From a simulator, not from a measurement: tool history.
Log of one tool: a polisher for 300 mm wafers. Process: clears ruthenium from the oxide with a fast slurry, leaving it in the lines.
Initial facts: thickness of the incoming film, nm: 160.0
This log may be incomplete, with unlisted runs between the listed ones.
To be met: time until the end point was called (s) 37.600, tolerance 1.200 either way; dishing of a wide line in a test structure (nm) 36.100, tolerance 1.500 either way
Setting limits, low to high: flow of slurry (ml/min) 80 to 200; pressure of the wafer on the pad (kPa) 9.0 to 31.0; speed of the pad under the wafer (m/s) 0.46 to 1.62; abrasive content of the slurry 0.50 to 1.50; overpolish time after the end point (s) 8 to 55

run  hour  flow of slurry (ml/min)  pressure of the wafer on the pad (kPa)  speed of the pad under the wafer (m/s)  abrasive content of the slurry  overpolish time after the end point (s)  time until the end point was called (s)  dishing of a wide line in a test structure (nm)
  1   0.0                      130                                    20.0                                    1.04                            1.00                                       28                                   30.457                                           71.851
  2   2.3                      130                                    18.6                                    1.04                            1.00                                       22                                   31.509                                           61.798
  3   6.5                      125                                    15.9                                    1.10                            1.00                                       18                                   33.476                                           51.862
  4  10.4                      125                                    15.9                                    1.34                            1.00                                       18                                   29.450                                           57.632
  5  16.9                      110                                    13.8                                    1.32                            1.10                                       15                                   31.646                                           48.439
  6  21.6                      110                                    13.8                                    1.32                            1.10                                       23                                   32.197                                           62.600
  7  29.9                      110                                    13.8                                    1.32                            1.10                                       23                                   32.173                                           62.741
  8  34.0                      105                                    12.4                                    1.28                            1.15                                       19                                   35.238                                           52.911
  9  36.1                      100                                    12.4                                    1.26                            1.20                                       16                                   34.605                                           45.875
 10  36.8                      100                                    11.7                                    1.24                            1.25                                       15                                   36.088                                           43.353
 11  44.4                      100                                    11.0                                    1.24                            1.30                                       14                                   37.013                                           40.824
 12  53.3                      100                                    11.0                                    1.24                            1.35                                       13                                   36.575                                           40.132

Of the 4 settings listed for the next run, only one would bring every result within its allowed miss of target. Which one?
  A  62.2                      110                                    10.3                                    1.08                            1.30                                       15                                        ?                                                ?
  B  62.2                      100                                    10.3                                    1.24                            1.35                                       12                                        ?                                                ?
  C  62.2                       85                                    10.3                                    1.14                            1.45                                       15                                        ?                                                ?
  D  62.2                       85                                     9.7                                    1.28                            1.40                                       15                                        ?                                                ?

move  time until the end point was called (s)  dishing of a wide line in a test structure (nm)
   A                                   40.580                                           39.854
   B                                   37.328                                           35.774
   C                                   40.725                                           39.746
   D                                   39.291                                           40.838
A: better than the last run, though not everything is in spec
B: every result lands within tolerance
C: as far off as the last run
D: lands further from the targets than the last run did
Correct choice: B, which meets every target
